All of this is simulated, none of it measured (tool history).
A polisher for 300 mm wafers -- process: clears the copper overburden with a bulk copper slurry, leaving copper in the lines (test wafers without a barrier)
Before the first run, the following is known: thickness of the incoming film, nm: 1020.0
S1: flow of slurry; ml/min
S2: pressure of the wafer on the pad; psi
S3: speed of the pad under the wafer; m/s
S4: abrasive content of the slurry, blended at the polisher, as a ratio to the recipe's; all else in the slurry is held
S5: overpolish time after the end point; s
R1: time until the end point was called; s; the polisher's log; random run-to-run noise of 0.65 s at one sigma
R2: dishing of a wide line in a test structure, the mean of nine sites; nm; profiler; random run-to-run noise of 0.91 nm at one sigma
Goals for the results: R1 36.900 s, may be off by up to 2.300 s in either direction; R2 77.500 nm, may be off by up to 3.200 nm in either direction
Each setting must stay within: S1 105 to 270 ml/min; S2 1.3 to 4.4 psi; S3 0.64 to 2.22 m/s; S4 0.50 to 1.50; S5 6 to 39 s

run 1 hour=0.0 | S1=175 S2=2.8 S3=1.42 S4=1.00 S5=20 | R1=66.006 R2=71.299
run 2 hour=7.5 | S1=175 S2=3.5 S3=1.42 S4=1.00 S5=20 | R1=51.312 R2=76.714
run 3 hour=15.9 | S1=175 S2=3.5 S3=1.08 S4=1.00 S5=20 | R1=68.526 R2=73.270
run 4 hour=21.4 | S1=175 S2=3.7 S3=1.16 S4=1.00 S5=18 | R1=60.804 R2=73.512
run 5 hour=28.7 | S1=175 S2=4.0 S3=1.16 S4=1.00 S5=18 | R1=55.289 R2=75.153
run 6 hour=37.2 | S1=175 S2=4.1 S3=1.22 S4=1.00 S5=17 | R1=51.416 R2=77.117
run 7 hour=43.1 | S1=195 S2=4.3 S3=1.62 S4=1.10 S5=7 | R1=37.473 R2=67.061
run 8 hour=47.5 | S1=195 S2=4.3 S3=1.62 S4=1.10 S5=9 | R1=36.735 R2=73.559
run 9 hour=54.4 | S1=195 S2=4.3 S3=1.62 S4=1.10 S5=10 | R1=36.939 R2=72.738

Which of these 4 next moves meets every target?
run A hour=61.3 | S1=195 S2=4.4 S3=1.70 S4=1.15 S5=6 | R1=? R2=?
run B hour=61.3 | S1=190 S2=4.4 S3=1.56 S4=1.00 S5=13 | R1=? R2=?
run C hour=61.3 | S1=165 S2=3.7 S3=1.78 S4=1.10 S5=9 | R1=? R2=?
run D hour=61.3 | S1=175 S2=3.8 S3=1.64 S4=1.10 S5=9 | R1=? R2=?

move=A R1=33.714 R2=66.951
move=B R1=37.803 R2=77.803
move=C R1=39.582 R2=70.658
move=D R1=41.349 R2=70.114
A: its largest miss is bigger than the last run's
B: every result lands within tolerance
C: its largest miss is bigger than the last run's
D: its largest miss is bigger than the last run's
Correct choice: B, which meets every target

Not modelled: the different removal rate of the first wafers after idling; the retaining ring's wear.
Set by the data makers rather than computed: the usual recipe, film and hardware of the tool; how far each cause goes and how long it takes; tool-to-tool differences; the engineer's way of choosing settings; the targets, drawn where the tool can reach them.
